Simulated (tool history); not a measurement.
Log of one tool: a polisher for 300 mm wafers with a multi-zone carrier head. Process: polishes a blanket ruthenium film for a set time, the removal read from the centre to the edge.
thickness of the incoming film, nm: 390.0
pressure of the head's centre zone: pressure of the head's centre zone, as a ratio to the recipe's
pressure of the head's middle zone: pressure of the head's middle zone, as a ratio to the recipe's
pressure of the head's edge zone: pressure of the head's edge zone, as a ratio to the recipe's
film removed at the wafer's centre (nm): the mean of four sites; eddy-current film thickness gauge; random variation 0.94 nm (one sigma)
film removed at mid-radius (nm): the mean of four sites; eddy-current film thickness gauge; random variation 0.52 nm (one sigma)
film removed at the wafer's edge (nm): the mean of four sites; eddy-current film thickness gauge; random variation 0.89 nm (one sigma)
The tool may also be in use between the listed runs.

run,day,flow of slurry (ml/min),pressure of the head's centre zone,pressure of the head's middle zone,pressure of the head's edge zone,polishing time (s),film removed at the wafer's centre (nm),film removed at mid-radius (nm),film removed at the wafer's edge (nm)
1,0,245,1,1,1,51,58.184,58.1,57.641
2,0.054,245,1.03,1,1,51,59.464,57.483,58.445
3,0.258,255,1.06,1.01,1.02,53,63.671,60.753,61.289
4,0.521,255,1.06,0.93,1.02,53,64.345,56.541,62.163
5,0.85,255,1.06,0.98,1.02,53,65.142,59.156,61.006
# day 0.875: worn pad replaced by a new one
6,0.875,250,1.07,0.98,1.04,56,74.472,68.549,71.799

The next listed run, before its measurement:
7,0.942,235,1.09,0.98,1.05,56,?,?,?

Run 7 gave film removed at the wafer's centre (nm) 75.258, film removed at mid-radius (nm) 67.846, film removed at the wafer's edge (nm) 70.57.

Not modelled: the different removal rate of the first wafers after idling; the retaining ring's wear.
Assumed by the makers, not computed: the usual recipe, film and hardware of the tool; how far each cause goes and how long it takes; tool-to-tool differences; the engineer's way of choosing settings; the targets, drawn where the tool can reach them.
